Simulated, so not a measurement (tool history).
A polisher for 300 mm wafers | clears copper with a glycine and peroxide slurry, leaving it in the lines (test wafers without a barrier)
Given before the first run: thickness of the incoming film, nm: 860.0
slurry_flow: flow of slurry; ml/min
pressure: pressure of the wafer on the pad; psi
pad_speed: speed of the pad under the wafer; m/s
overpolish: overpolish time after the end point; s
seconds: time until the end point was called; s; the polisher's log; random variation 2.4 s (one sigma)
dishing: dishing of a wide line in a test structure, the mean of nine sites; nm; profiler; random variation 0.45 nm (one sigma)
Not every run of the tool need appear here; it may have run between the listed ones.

Run 1, day 0.000: slurry_flow 310 ml/min, pressure 3.2 psi, pad_speed 1.16 m/s, overpolish 11 s. Result: seconds 115.89 s, dishing 44.147 nm.
Run 2, day 0.167: slurry_flow 310 ml/min, pressure 3.1 psi, pad_speed 1.16 m/s, overpolish 10 s. Result: seconds 117.46 s, dishing 41.110 nm.
Run 3, day 0.362: slurry_flow 310 ml/min, pressure 3.0 psi, pad_speed 1.16 m/s, overpolish 9 s. Result: seconds 118.78 s, dishing 37.232 nm.
Run 4, day 0.579: slurry_flow 240 ml/min, pressure 3.0 psi, pad_speed 1.16 m/s, overpolish 9 s. Result: seconds 121.15 s, dishing 36.790 nm.
Run 5, day 0.688: slurry_flow 240 ml/min, pressure 3.4 psi, pad_speed 1.16 m/s, overpolish 9 s. Result: seconds 112.31 s, dishing 39.750 nm.
Run 6, day 0.754: slurry_flow 240 ml/min, pressure 3.2 psi, pad_speed 1.16 m/s, overpolish 9 s. Result: seconds 117.57 s, dishing 37.898 nm.
Run 7, day 0.871: slurry_flow 240 ml/min, pressure 3.1 psi, pad_speed 1.16 m/s, overpolish 9 s. Result: seconds 120.89 s, dishing 37.529 nm.

Run 8 has not been measured yet. What should we expect?
Run 8, day 1.021: slurry_flow 240 ml/min, pressure 2.5 psi, pad_speed 1.14 m/s, overpolish 5 s. Result: seconds ?, dishing ?.

{"run 8": {"seconds": 139.83, "dishing": 19.178}}
